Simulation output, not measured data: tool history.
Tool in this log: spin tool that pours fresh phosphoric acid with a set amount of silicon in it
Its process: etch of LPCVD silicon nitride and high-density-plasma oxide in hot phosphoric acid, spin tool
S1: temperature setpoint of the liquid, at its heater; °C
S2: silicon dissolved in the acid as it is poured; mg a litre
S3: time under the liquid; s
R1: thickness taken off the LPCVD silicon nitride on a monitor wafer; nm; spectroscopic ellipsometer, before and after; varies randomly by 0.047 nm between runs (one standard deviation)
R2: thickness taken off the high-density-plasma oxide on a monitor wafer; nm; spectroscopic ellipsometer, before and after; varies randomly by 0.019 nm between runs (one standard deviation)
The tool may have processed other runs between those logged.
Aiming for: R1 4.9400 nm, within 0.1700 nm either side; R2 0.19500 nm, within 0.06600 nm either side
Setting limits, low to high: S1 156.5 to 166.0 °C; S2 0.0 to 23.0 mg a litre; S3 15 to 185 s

{"run": 1, "hour": 0.0, "S1": 161.0, "S2": 10.0, "S3": 95, "R1": 9.5414, "R2": 0.28955}
{"run": 2, "hour": 4.0, "S1": 162.0, "S2": 10.0, "S3": 95, "R1": 9.6459, "R2": 0.32854}
{"run": 3, "hour": 12.7, "S1": 162.0, "S2": 10.0, "S3": 55, "R1": 5.6347, "R2": 0.19327}
{"run": 4, "hour": 20.6, "S1": 162.0, "S2": 10.0, "S3": 90, "R1": 9.2074, "R2": 0.37604}
{"run": 5, "hour": 29.5, "S1": 162.0, "S2": 9.5, "S3": 75, "R1": 7.6395, "R2": 0.27125}
{"run": 6, "hour": 34.9, "S1": 162.0, "S2": 9.5, "S3": 90, "R1": 9.1461, "R2": 0.38507}
{"run": 7, "hour": 39.0, "S1": 162.0, "S2": 9.0, "S3": 75, "R1": 7.7268, "R2": 0.29458}
{"run": 8, "hour": 46.4, "S1": 159.5, "S2": 2.5, "S3": 35, "R1": 3.2972, "R2": 0.11542}
{"run": 9, "hour": 47.7, "S1": 160.5, "S2": 5.0, "S3": 35, "R1": 3.3776, "R2": 0.13799}
{"run": 10, "hour": 51.5, "S1": 161.5, "S2": 8.5, "S3": 35, "R1": 3.5182, "R2": 0.14166}

Pick the move, out of 4, that brings all results within their allowed miss; only one does.
{"run": "A", "hour": 55.3, "S1": 162.0, "S2": 6.0, "S3": 45, "R1": "?", "R2": "?"}
{"run": "B", "hour": 55.3, "S1": 161.0, "S2": 6.0, "S3": 50, "R1": "?", "R2": "?"}
{"run": "C", "hour": 55.3, "S1": 163.5, "S2": 14.0, "S3": 50, "R1": "?", "R2": "?"}
{"run": "D", "hour": 55.3, "S1": 162.0, "S2": 6.5, "S3": 45, "R1": "?", "R2": "?"}

move=A R1=4.5912 R2=0.19318
move=B R1=4.9340 R2=0.19942
move=C R1=5.3615 R2=0.20044
move=D R1=4.5912 R2=0.19121
A: gains on the last run, yet a result remains outside its allowed miss
B: meets every target
C: pushes the last run's worst result past its target
D: gains on the last run, yet a result remains outside its allowed miss
So the answer is move B, the one that meets all the targets.
